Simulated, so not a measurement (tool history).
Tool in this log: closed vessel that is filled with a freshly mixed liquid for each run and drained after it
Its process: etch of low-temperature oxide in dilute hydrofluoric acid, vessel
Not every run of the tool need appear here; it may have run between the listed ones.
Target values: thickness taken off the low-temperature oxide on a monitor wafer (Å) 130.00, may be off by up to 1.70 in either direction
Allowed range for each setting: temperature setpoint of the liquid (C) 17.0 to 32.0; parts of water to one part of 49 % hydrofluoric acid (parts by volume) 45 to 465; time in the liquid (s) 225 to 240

run,hour,temperature setpoint of the liquid (C),parts of water to one part of 49 % hydrofluoric acid (parts by volume),time in the liquid (s),thickness taken off the low-temperature oxide on a monitor wafer (Å)
1,0.0,24.0,255,225,194.85
2,7.3,21.0,255,225,174.41
3,12.7,20.0,260,225,163.58
4,16.7,20.0,190,225,239.41
5,25.6,20.0,190,225,238.50
6,26.5,18.0,190,225,221.04
7,33.6,18.0,210,225,195.83
8,36.2,17.0,295,225,125.48
9,43.9,17.5,295,225,126.58

5 next moves are on the table. One of them brings every result within its allowed miss. Which?
A,51.6,19.0,295,225,?
B,51.6,17.0,295,225,?
C,51.6,18.0,285,225,?
D,51.6,18.0,310,225,?
E,51.6,20.5,315,225,?

move,thickness taken off the low-temperature oxide on a monitor wafer (Å)
A,134.10
B,124.41
C,134.89
D,121.38
E,130.34
A: takes the biggest miss from the last run beyond its target
B: misses by more than the last run did
C: takes the biggest miss from the last run beyond its target
D: misses by more than the last run did
E: in spec on every target
Move E is the one to make.

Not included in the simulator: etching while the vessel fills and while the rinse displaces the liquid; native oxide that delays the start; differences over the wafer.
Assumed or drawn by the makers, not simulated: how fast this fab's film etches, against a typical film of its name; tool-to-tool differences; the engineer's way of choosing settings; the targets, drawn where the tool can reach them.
